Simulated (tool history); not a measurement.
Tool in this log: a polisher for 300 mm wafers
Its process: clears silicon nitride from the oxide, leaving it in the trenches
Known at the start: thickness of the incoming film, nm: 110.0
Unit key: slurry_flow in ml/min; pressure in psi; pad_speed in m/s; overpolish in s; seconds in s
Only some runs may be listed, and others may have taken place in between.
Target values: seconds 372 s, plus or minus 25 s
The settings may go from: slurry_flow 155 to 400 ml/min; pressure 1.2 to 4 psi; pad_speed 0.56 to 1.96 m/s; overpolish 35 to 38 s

run,hour,slurry_flow,pressure,pad_speed,overpolish,seconds
1,0,255,2.6,1.26,35,143.11
2,7.2,250,2.3,1.14,35,173.59
3,8.6,250,2,1.02,35,217.78
4,13.9,250,2,1.02,38,226.32
5,20.5,250,1.8,0.96,38,253.18
6,21.9,250,1.7,0.92,38,282.18
7,30.4,250,1.2,0.84,38,442.11
8,39.1,250,1.2,0.84,38,430.21
9,46.5,250,1.3,0.84,38,407.89

Pick the move, out of 5, that brings all results within their allowed miss; only one does.
A,53.9,225,1.2,0.7,38,?
B,53.9,215,1.4,0.72,38,?
C,53.9,230,1.3,0.82,35,?
D,53.9,235,1.4,0.88,35,?
E,53.9,245,1.2,0.82,37,?

move,seconds
A,531.24
B,453.14
C,427.75
D,373.21
E,455.18
A: further off than the last run
B: further off than the last run
C: further off than the last run
D: in spec on every target
E: further off than the last run
The right move is D.
